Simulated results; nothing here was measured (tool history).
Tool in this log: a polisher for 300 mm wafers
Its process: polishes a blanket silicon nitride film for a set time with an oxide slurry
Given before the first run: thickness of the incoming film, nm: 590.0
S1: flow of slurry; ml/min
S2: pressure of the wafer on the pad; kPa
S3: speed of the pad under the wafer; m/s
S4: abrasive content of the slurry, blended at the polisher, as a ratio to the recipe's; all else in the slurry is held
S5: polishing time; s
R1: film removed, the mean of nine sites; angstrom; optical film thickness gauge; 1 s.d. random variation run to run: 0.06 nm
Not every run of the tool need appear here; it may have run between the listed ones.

run 1 hour=0.0 | S1=230 S2=15.9 S3=0.86 S4=1.0 S5=31 | R1=98.114
run 2 hour=9.0 | S1=230 S2=13.8 S3=0.86 S4=1.0 S5=31 | R1=87.164
run 3 hour=14.6 | S1=190 S2=13.8 S3=0.86 S4=1.0 S5=31 | R1=83.821
run 4 hour=17.3 | S1=150 S2=13.8 S3=0.86 S4=1.0 S5=31 | R1=80.960
run 5 hour=19.8 | S1=150 S2=17.2 S3=0.86 S4=1.0 S5=31 | R1=100.930
run 6 hour=22.8 | S1=150 S2=17.2 S3=0.86 S4=1.0 S5=31 | R1=100.880
run 7 hour=25.3 | S1=150 S2=13.1 S3=0.82 S4=1.0 S5=31 | R1=74.146
run 8 hour=29.3 | S1=150 S2=11.7 S3=0.82 S4=1.0 S5=31 | R1=65.394

Run 9, settings as shown, results not yet in. Your forecast:
run 9 hour=31.9 | S1=150 S2=11.0 S3=0.82 S4=1.0 S5=31 | R1=?

Run 9 yielded R1 62.647 angstrom.
